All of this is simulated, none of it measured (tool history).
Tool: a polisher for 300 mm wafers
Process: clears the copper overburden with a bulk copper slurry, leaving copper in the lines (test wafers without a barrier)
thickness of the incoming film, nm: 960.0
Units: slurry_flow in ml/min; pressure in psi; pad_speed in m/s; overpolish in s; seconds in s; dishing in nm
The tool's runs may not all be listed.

Run 1, hour 0.0: slurry_flow 295 ml/min, pressure 3.4 psi, pad_speed 0.88 m/s, slurry_solids 1.0, overpolish 19 s. Result: seconds 112.180 s, dishing 47.491 nm.
Run 2, hour 0.9: slurry_flow 295 ml/min, pressure 3.9 psi, pad_speed 0.88 m/s, slurry_solids 1.0, overpolish 18 s. Result: seconds 97.720 s, dishing 49.067 nm.
Run 3, hour 8.8: slurry_flow 295 ml/min, pressure 3.9 psi, pad_speed 0.88 m/s, slurry_solids 1.0, overpolish 21 s. Result: seconds 100.670 s, dishing 50.074 nm.
Run 4, hour 11.3: slurry_flow 295 ml/min, pressure 4.3 psi, pad_speed 0.88 m/s, slurry_solids 1.0, overpolish 19 s. Result: seconds 89.492 s, dishing 50.140 nm.
Run 5, hour 15.2: slurry_flow 295 ml/min, pressure 3.6 psi, pad_speed 0.88 m/s, slurry_solids 1.0, overpolish 19 s. Result: seconds 107.680 s, dishing 48.681 nm.
Run 6, hour 18.8: slurry_flow 295 ml/min, pressure 4.1 psi, pad_speed 0.88 m/s, slurry_solids 1.0, overpolish 19 s. Result: seconds 91.646 s, dishing 50.012 nm.
Run 7, hour 27.1: slurry_flow 295 ml/min, pressure 4.4 psi, pad_speed 0.88 m/s, slurry_solids 1.0, overpolish 19 s. Result: seconds 87.235 s, dishing 51.897 nm.

Run 8 comes next. What will it give?
Run 8, hour 29.8: slurry_flow 295 ml/min, pressure 4.7 psi, pad_speed 0.88 m/s, slurry_solids 1.0, overpolish 17 s. Result: seconds ?, dishing ?.

{"run 8": {"seconds": 83.257, "dishing": 50.653}}

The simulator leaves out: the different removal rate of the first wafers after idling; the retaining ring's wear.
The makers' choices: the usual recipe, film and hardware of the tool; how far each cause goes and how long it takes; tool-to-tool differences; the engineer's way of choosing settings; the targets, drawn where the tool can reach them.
